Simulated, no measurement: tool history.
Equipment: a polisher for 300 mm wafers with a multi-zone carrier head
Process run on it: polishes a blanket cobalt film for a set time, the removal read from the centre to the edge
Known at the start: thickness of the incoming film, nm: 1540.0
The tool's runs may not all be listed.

run,hour,flow of slurry (ml/min),pressure of the head's centre zone,pressure of the head's middle zone,pressure of the head's edge zone,polishing time (s),film removed at the wafer's centre (Å),film removed at mid-radius (Å),film removed at the wafer's edge (Å)
1,0.0,145,1.00,1.00,1.00,55,3506.7,3612.0,3638.5
2,8.3,145,1.00,1.00,1.00,67,4326.1,4477.7,4432.9
3,16.5,170,1.00,1.00,1.00,67,4565.8,4501.7,4566.6
4,20.2,170,1.00,1.00,0.96,67,4626.1,4484.4,4445.8
5,26.2,170,1.01,0.98,0.95,67,4638.4,4487.0,4436.2
6,30.1,170,1.03,0.95,0.94,66,4636.6,4212.9,4343.9
7,37.1,170,1.04,0.94,0.93,66,4661.5,4302.8,4298.6
8,38.7,175,1.05,0.92,0.92,66,4737.5,4157.8,4356.1

Expected results for the next run?
9,45.5,175,1.06,0.91,0.91,66,?,?,?

For run 9 the tool returned film removed at the wafer's centre (Å) 4703.5, film removed at mid-radius (Å) 4192.3, film removed at the wafer's edge (Å) 4345.5.

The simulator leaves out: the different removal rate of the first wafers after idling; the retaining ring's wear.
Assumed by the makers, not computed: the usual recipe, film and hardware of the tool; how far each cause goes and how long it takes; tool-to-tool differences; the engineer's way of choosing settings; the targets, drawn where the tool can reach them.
